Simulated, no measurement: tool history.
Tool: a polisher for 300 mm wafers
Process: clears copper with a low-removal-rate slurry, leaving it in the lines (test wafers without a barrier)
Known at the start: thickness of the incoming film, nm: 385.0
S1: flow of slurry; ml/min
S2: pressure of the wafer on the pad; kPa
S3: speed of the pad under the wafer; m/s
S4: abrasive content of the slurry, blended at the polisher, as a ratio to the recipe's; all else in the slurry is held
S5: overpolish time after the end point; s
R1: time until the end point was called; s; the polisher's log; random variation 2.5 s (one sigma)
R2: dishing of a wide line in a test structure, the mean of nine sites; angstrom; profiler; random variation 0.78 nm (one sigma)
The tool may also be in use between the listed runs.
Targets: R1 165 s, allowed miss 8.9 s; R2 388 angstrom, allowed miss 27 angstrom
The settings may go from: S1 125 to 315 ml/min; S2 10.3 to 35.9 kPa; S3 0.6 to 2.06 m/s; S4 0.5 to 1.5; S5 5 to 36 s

| run | hour | S1 | S2 | S3 | S4 | S5 | R1 | R2 |
|---|---|---|---|---|---|---|---|---|
| 1 | 0 | 205 | 22.8 | 1.32 | 1 | 18 | 89.36 | 452.65 |
| 2 | 6.8 | 205 | 22.8 | 1.32 | 0.9 | 18 | 87.895 | 457.35 |
| 3 | 7.7 | 205 | 20 | 1.3 | 0.9 | 20 | 103.77 | 421.73 |
| 4 | 10 | 205 | 20 | 1.3 | 1.1 | 20 | 97.517 | 452.89 |
| 5 | 15.7 | 205 | 24.1 | 1.3 | 1.1 | 20 | 81.714 | 518.37 |
| 6 | 24 | 205 | 24.1 | 1.3 | 1.1 | 12 | 83.629 | 356.08 |
| 7 | 31.4 | 200 | 17.2 | 1.12 | 1.1 | 21 | 137.48 | 371.9 |
| 8 | 35.5 | 200 | 16.5 | 1.12 | 1.1 | 22 | 133.89 | 379.68 |
| 9 | 42.4 | 200 | 15.2 | 1.12 | 1.1 | 23 | 150.66 | 370.79 |

Which of these 5 next moves meets every target?
| A | 49.3 | 195 | 17.2 | 1.2 | 1.1 | 18 | ? | ? |
| B | 49.3 | 225 | 15.2 | 1.04 | 0.95 | 27 | ? | ? |
| C | 49.3 | 240 | 19.3 | 1.04 | 1.1 | 17 | ? | ? |
| D | 49.3 | 240 | 12.4 | 1.44 | 0.9 | 29 | ? | ? |
| E | 49.3 | 190 | 17.2 | 0.98 | 1.1 | 25 | ? | ? |

| move | R1 | R2 |
|---|---|---|
| A | 125.44 | 348.78 |
| B | 165.84 | 381.95 |
| C | 125.58 | 334.85 |
| D | 147.43 | 431.81 |
| E | 153.08 | 386.61 |
A: further off than the last run
B: meets every target
C: further off than the last run
D: further off than the last run
E: nearer than the last run, and not there yet
Answer: B
